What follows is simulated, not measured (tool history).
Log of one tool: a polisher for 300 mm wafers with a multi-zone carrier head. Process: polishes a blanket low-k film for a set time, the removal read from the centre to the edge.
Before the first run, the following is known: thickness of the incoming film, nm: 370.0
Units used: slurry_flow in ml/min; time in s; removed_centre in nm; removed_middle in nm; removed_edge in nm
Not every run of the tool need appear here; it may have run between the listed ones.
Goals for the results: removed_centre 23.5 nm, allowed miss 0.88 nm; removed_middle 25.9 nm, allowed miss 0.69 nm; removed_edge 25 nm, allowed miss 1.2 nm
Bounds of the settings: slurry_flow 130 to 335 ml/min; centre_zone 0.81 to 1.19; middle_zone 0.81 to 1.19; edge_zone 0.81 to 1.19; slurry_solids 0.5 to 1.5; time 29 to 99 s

{"run": 1, "day": 0.0, "slurry_flow": 215, "centre_zone": 1, "middle_zone": 1, "edge_zone": 1, "slurry_solids": 1, "time": 64, "removed_centre": 20.306, "removed_middle": 19.221, "removed_edge": 19.204}
{"run": 2, "day": 0.238, "slurry_flow": 220, "centre_zone": 1, "middle_zone": 1.02, "edge_zone": 1.02, "slurry_solids": 1.05, "time": 64, "removed_centre": 20.957, "removed_middle": 19.948, "removed_edge": 19.662}
{"run": 3, "day": 0.488, "slurry_flow": 220, "centre_zone": 0.99, "middle_zone": 1.03, "edge_zone": 1.04, "slurry_solids": 1.1, "time": 64, "removed_centre": 20.721, "removed_middle": 20.56, "removed_edge": 20.162}
{"run": 4, "day": 0.604, "slurry_flow": 220, "centre_zone": 0.99, "middle_zone": 1.04, "edge_zone": 1.05, "slurry_solids": 1.15, "time": 64, "removed_centre": 21.21, "removed_middle": 21.067, "removed_edge": 20.698}
{"day": 0.662, "done": "centre zone pressure recalibrated"}
{"run": 5, "day": 0.662, "slurry_flow": 220, "centre_zone": 1.07, "middle_zone": 1.04, "edge_zone": 1.05, "slurry_solids": 1.15, "time": 64, "removed_centre": 21.249, "removed_middle": 21.121, "removed_edge": 20.994}
{"run": 6, "day": 0.888, "slurry_flow": 220, "centre_zone": 1.07, "middle_zone": 1.04, "edge_zone": 1.05, "slurry_solids": 1.15, "time": 78, "removed_centre": 26.522, "removed_middle": 25.916, "removed_edge": 25.036}
{"run": 7, "day": 1.071, "slurry_flow": 215, "centre_zone": 1.06, "middle_zone": 1.05, "edge_zone": 1.07, "slurry_solids": 1.15, "time": 78, "removed_centre": 25.827, "removed_middle": 25.824, "removed_edge": 25.424}
{"run": 8, "day": 1.279, "slurry_flow": 210, "centre_zone": 1.05, "middle_zone": 1.06, "edge_zone": 1.08, "slurry_solids": 1.15, "time": 78, "removed_centre": 26.321, "removed_middle": 26.167, "removed_edge": 25.087}
{"run": 9, "day": 1.654, "slurry_flow": 225, "centre_zone": 1.03, "middle_zone": 1.07, "edge_zone": 1.09, "slurry_solids": 1.15, "time": 77, "removed_centre": 25.771, "removed_middle": 26.179, "removed_edge": 25.492}

Consider the 4 candidate settings below. Which is the only one whose results all fall within their allowed miss of target?
{"run": "A", "day": 2.029, "slurry_flow": 205, "centre_zone": 1.03, "middle_zone": 1.16, "edge_zone": 1.19, "slurry_solids": 1, "time": 76, "removed_centre": "?", "removed_middle": "?", "removed_edge": "?"}
{"run": "B", "day": 2.029, "slurry_flow": 225, "centre_zone": 1.06, "middle_zone": 0.94, "edge_zone": 0.88, "slurry_solids": 1, "time": 89, "removed_centre": "?", "removed_middle": "?", "removed_edge": "?"}
{"run": "C", "day": 2.029, "slurry_flow": 215, "centre_zone": 0.92, "middle_zone": 1.1, "edge_zone": 1.14, "slurry_solids": 1.35, "time": 76, "removed_centre": "?", "removed_middle": "?", "removed_edge": "?"}
{"run": "D", "day": 2.029, "slurry_flow": 260, "centre_zone": 0.96, "middle_zone": 1.15, "edge_zone": 1.09, "slurry_solids": 1.2, "time": 74, "removed_centre": "?", "removed_middle": "?", "removed_edge": "?"}

move=A removed_centre=23.66 removed_middle=25.661 removed_edge=24.626
move=B removed_centre=28.918 removed_middle=25.491 removed_edge=25.215
move=C removed_centre=23.685 removed_middle=27.507 removed_edge=26.974
move=D removed_centre=23.776 removed_middle=27.395 removed_edge=25.102
A: every result lands within tolerance
B: the biggest miss grows against the last run
C: the furthest-off result lands on target, but another misses its tolerance
D: the furthest-off result lands on target, but another misses its tolerance
Correct choice: A, which meets every target
